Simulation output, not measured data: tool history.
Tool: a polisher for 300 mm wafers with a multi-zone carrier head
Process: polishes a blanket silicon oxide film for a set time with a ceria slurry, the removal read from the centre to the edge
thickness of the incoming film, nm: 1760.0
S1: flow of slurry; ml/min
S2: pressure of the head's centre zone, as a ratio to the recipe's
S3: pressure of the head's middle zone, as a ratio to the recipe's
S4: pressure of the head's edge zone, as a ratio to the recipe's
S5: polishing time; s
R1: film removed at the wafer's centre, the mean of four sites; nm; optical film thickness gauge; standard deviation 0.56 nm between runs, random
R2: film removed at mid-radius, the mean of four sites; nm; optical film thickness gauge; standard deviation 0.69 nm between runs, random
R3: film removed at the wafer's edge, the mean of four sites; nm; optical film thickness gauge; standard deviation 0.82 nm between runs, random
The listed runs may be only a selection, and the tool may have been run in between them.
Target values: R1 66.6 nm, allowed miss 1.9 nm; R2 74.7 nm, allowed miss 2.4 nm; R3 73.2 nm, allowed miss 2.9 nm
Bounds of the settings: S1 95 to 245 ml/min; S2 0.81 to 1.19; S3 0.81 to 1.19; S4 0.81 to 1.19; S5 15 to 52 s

run,hour,S1,S2,S3,S4,S5,R1,R2,R3
1,0,155,1,1,1,33,148.69,142.46,145.38
2,7.1,155,1,0.92,1,33,146.4,133.74,144.84
3,10.6,140,0.95,0.93,0.95,27,113.24,107.43,113.77
4,11.7,130,0.91,0.95,0.93,24,95.812,97.301,98.305
5,15.2,120,0.88,0.95,0.92,22,83.23,86.166,88.811
6,24,115,0.86,0.96,0.9,21,77.22,82.004,84.173
7,29.1,115,0.86,0.96,0.9,21,77.302,83.72,84.061
8,32.5,110,0.85,0.95,0.88,20,71.596,76.492,77.854
9,39.7,105,0.84,0.96,0.87,20,70.464,77.538,76.667

4 next moves are on the table. One of them brings every result within its allowed miss. Which?
A,46.9,135,0.81,0.96,0.86,18,?,?,?
B,46.9,95,0.82,1.03,0.81,20,?,?,?
C,46.9,115,0.89,0.95,0.81,19,?,?,?
D,46.9,95,0.83,1.04,0.82,20,?,?,?

move,R1,R2,R3
A,66.11,74.305,73.088
B,65.772,78.945,73.775
C,71.292,74.526,73.165
D,66.363,79.591,74.12
A: in spec on every target
B: the furthest-off result lands on target, but another misses its tolerance
C: moves away from the targets compared with the last run
D: the furthest-off result lands on target, but another misses its tolerance
Correct choice: A, which meets every target

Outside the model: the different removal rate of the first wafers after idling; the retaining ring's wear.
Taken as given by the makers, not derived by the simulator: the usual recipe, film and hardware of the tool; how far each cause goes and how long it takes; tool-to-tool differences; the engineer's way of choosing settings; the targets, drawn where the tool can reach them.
